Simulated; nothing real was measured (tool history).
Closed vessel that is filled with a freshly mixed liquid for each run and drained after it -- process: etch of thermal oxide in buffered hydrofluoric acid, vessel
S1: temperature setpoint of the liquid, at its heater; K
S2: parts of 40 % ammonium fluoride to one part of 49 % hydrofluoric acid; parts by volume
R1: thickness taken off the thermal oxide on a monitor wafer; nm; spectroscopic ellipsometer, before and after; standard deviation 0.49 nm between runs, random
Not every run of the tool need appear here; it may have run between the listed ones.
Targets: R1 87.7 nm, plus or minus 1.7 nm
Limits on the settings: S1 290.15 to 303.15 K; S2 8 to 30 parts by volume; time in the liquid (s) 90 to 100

{"run": 1, "hour": 0.0, "S1": 295.15, "S2": 22.5, "time in the liquid (s)": 90, "R1": 42.974}
{"run": 2, "hour": 6.6, "S1": 297.15, "S2": 20.5, "time in the liquid (s)": 90, "R1": 51.244}
{"run": 3, "hour": 8.5, "S1": 297.15, "S2": 20.5, "time in the liquid (s)": 100, "R1": 57.244}
{"run": 4, "hour": 16.1, "S1": 297.15, "S2": 16.5, "time in the liquid (s)": 100, "R1": 70.274}
{"run": 5, "hour": 21.4, "S1": 298.15, "S2": 16.5, "time in the liquid (s)": 100, "R1": 73.937}
{"run": 6, "hour": 27.1, "S1": 299.15, "S2": 16.5, "time in the liquid (s)": 100, "R1": 78.808}
{"run": 7, "hour": 29.4, "S1": 299.65, "S2": 16.5, "time in the liquid (s)": 100, "R1": 80.952}
{"run": 8, "hour": 38.0, "S1": 300.15, "S2": 16.5, "time in the liquid (s)": 100, "R1": 82.623}
{"run": 9, "hour": 41.4, "S1": 300.65, "S2": 16.5, "time in the liquid (s)": 100, "R1": 84.259}

Which single option among these 4 for the next run brings every result within its allowed miss of target? Just one does.
{"run": "A", "hour": 44.8, "S1": 301.15, "S2": 16.5, "time in the liquid (s)": 100, "R1": "?"}
{"run": "B", "hour": 44.8, "S1": 303.15, "S2": 17.5, "time in the liquid (s)": 100, "R1": "?"}
{"run": "C", "hour": 44.8, "S1": 300.65, "S2": 13.5, "time in the liquid (s)": 90, "R1": "?"}
{"run": "D", "hour": 44.8, "S1": 301.15, "S2": 15.5, "time in the liquid (s)": 90, "R1": "?"}

move=A R1=86.675
move=B R1=90.951
move=C R1=92.481
move=D R1=82.947
A: meets every target
B: carries the result that was furthest off beyond its target, to the other side
C: carries the result that was furthest off beyond its target, to the other side
D: the biggest miss grows against the last run
The right move is A.
